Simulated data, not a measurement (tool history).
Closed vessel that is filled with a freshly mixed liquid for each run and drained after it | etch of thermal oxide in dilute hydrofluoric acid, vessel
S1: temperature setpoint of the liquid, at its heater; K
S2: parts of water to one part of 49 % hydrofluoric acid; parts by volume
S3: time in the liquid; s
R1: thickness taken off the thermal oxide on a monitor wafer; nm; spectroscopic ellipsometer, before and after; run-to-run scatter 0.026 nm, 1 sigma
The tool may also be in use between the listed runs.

Run 1, day 0: S1 299.15 K, S2 130 parts by volume, S3 85 s. Result: R1 3.3687 nm.
Run 2, day 0.388: S1 297.65 K, S2 130 parts by volume, S3 85 s. Result: R1 3.165 nm.
Run 3, day 0.612: S1 297.65 K, S2 130 parts by volume, S3 45 s. Result: R1 1.717 nm.
Run 4, day 0.946: S1 297.65 K, S2 100 parts by volume, S3 45 s. Result: R1 2.2837 nm.
Run 5, day 1.092: S1 298.15 K, S2 100 parts by volume, S3 45 s. Result: R1 2.348 nm.
Run 6, day 1.254: S1 298.15 K, S2 125 parts by volume, S3 45 s. Result: R1 1.8119 nm.
Run 7, day 1.633: S1 299.65 K, S2 125 parts by volume, S3 45 s. Result: R1 1.923 nm.
Run 8, day 1.762: S1 299.15 K, S2 110 parts by volume, S3 45 s. Result: R1 2.2393 nm.
Run 9, day 2.138: S1 299.15 K, S2 110 parts by volume, S3 45 s. Result: R1 2.1731 nm.

Run 10 is up next; what results do you expect?
Run 10, day 2.429: S1 299.65 K, S2 100 parts by volume, S3 45 s. Result: R1 ?.

For run 10 the tool returned R1 2.4307 nm.
